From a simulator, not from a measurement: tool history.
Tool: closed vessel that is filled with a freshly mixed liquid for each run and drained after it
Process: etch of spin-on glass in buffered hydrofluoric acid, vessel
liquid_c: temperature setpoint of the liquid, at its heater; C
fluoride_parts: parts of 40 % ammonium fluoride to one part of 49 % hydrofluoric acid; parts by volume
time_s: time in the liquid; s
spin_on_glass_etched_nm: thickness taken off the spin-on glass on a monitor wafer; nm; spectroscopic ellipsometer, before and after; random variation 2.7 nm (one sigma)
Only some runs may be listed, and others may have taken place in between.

run	hour	liquid_c	fluoride_parts	time_s	spin_on_glass_etched_nm
1	0.0	20.0	20.0	100	145.09
2	7.9	21.5	19.0	100	160.91
3	14.0	21.5	16.5	100	185.13
4	21.4	23.0	16.0	100	203.09
5	26.5	24.0	15.5	100	228.14
6	32.8	24.5	15.5	100	230.89
7	39.5	25.0	15.5	100	240.36
8	46.2	25.5	15.5	100	241.45
9	52.1	26.0	15.5	100	250.82
10	60.9	26.5	15.5	100	258.67

What does the tool deliver on the next run?
11	69.3	27.0	15.5	100	?

Run 11 produced spin_on_glass_etched_nm 261.13 nm.

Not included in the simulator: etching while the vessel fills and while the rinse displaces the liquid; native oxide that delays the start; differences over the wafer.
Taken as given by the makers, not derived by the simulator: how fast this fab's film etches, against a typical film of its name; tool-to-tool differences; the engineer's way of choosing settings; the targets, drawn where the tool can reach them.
